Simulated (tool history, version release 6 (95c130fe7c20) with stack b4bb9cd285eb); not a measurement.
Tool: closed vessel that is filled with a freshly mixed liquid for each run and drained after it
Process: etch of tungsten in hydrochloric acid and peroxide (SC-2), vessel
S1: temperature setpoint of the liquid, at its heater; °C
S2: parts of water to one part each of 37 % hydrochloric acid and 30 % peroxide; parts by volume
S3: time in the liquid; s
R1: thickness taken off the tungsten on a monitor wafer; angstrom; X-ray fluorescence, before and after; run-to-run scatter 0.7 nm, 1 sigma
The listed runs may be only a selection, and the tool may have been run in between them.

run,hour,S1,S2,S3,R1
1,0,57,9,105,220.58
2,1.8,62,7.5,105,346.68
3,7.8,62,10.5,105,263.25
4,14.6,62,13.5,105,213.17
5,17.7,62,10.5,105,260.68
6,19.8,62,10.5,110,277.05
7,27.9,65.5,8.5,110,399.59

Run 8, settings as shown, results not yet in. Your forecast:
8,35.4,67.5,7,110,?

Run 8 came out at R1 530.23 angstrom.
